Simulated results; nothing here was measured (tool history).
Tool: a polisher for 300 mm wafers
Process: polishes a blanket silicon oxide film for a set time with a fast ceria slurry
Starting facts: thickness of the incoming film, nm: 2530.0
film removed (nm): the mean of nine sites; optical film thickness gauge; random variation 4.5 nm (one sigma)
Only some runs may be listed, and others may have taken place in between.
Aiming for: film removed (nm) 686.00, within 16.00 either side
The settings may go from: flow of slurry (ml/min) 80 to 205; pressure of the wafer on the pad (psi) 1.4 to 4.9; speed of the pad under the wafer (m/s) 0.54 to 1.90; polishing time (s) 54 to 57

| run | day | flow of slurry (ml/min) | pressure of the wafer on the pad (psi) | speed of the pad under the wafer (m/s) | polishing time (s) | film removed (nm) |
|---|---|---|---|---|---|---|
| 1 | 0.000 | 135 | 3.1 | 1.22 | 54 | 1097.90 |
| 2 | 0.042 | 130 | 2.8 | 1.22 | 54 | 989.52 |
| 3 | 0.088 | 130 | 2.8 | 1.22 | 54 | 1002.60 |
| 4 | 0.254 | 125 | 2.5 | 1.22 | 54 | 880.68 |
| 5 | 0.629 | 120 | 2.4 | 1.22 | 54 | 838.34 |
| 6 | 0.900 | 120 | 2.4 | 1.22 | 54 | 833.74 |
| 7 | 1.142 | 110 | 2.3 | 1.22 | 54 | 797.97 |
| 8 | 1.204 | 105 | 2.2 | 1.22 | 54 | 744.17 |
| 9 | 1.525 | 100 | 2.2 | 1.22 | 54 | 736.78 |
| 10 | 1.867 | 95 | 2.2 | 1.22 | 54 | 734.90 |
| 11 | 2.117 | 90 | 2.2 | 1.22 | 54 | 716.82 |

Below are 4 possible settings for the next run. Only one of them brings all results inside the allowed miss of their targets. Which is it?
| A | 2.367 | 95 | 2.6 | 0.96 | 56 | ? |
| B | 2.367 | 80 | 2.0 | 1.34 | 55 | ? |
| C | 2.367 | 105 | 2.0 | 1.28 | 55 | ? |
| D | 2.367 | 95 | 2.1 | 1.28 | 56 | ? |

| move | film removed (nm) |
|---|---|
| A | 720.42 |
| B | 692.35 |
| C | 725.76 |
| D | 752.01 |
A: misses by more than the last run did
B: every result lands within tolerance
C: misses by more than the last run did
D: misses by more than the last run did
The right move is B.

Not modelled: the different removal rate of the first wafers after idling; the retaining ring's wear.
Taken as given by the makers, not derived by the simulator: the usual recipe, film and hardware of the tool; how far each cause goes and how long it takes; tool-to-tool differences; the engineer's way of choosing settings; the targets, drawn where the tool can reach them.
